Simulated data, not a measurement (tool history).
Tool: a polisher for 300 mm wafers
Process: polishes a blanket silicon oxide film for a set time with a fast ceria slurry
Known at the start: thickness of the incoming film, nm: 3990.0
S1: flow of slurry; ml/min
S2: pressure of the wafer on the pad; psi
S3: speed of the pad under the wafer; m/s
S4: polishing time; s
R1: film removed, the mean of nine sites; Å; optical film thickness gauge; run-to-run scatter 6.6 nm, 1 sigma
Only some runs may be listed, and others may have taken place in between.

run	hour	S1	S2	S3	S4	R1
1	0.0	270	2.2	1.18	52	6810.3
2	7.1	270	2.2	1.18	52	6817.7
3	13.7	270	2.3	1.18	52	7116.1
4	19.9	270	2.6	1.18	52	7967.8
5	26.5	270	2.7	1.18	52	8221.9
6	30.0	270	2.7	1.02	52	7559.4
7	35.3	270	2.7	1.02	52	7563.9

What does the tool deliver on the next run?
8	37.9	270	2.8	1.02	52	?

Run 8 measured R1 7923.2 Å.
